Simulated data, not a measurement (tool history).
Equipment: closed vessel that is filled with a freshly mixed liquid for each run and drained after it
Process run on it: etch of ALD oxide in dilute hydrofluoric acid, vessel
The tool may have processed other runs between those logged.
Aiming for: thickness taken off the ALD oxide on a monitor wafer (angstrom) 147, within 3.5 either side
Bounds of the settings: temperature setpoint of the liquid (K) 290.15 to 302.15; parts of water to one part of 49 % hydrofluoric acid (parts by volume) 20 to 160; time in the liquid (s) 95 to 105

| run | hour | temperature setpoint of the liquid (K) | parts of water to one part of 49 % hydrofluoric acid (parts by volume) | time in the liquid (s) | thickness taken off the ALD oxide on a monitor wafer (angstrom) |
|---|---|---|---|---|---|
| 1 | 0 | 294.15 | 90 | 95 | 239.96 |
| 2 | 4.5 | 294.15 | 90 | 105 | 264.76 |
| 3 | 13.1 | 294.15 | 105 | 105 | 222.74 |
| 4 | 14.7 | 294.15 | 105 | 95 | 202.12 |
| 5 | 22.9 | 293.65 | 105 | 95 | 195.79 |
| 6 | 28.3 | 293.15 | 105 | 95 | 193.63 |
| 7 | 31.2 | 292.65 | 105 | 95 | 189.43 |
| 8 | 33.8 | 291.15 | 115 | 95 | 160.65 |

Which of these 4 next moves meets every target?
| A | 36.4 | 290.65 | 115 | 105 | ? |
| B | 36.4 | 290.15 | 120 | 95 | ? |
| C | 36.4 | 292.65 | 115 | 95 | ? |
| D | 36.4 | 291.65 | 120 | 95 | ? |

| move | thickness taken off the ALD oxide on a monitor wafer (angstrom) |
|---|---|
| A | 174.03 |
| B | 147.04 |
| C | 171 |
| D | 156.46 |
A: moves away from the targets compared with the last run
B: every result lands within tolerance
C: moves away from the targets compared with the last run
D: nearer the targets than the last run, but a result is still out of spec
The right move is B.
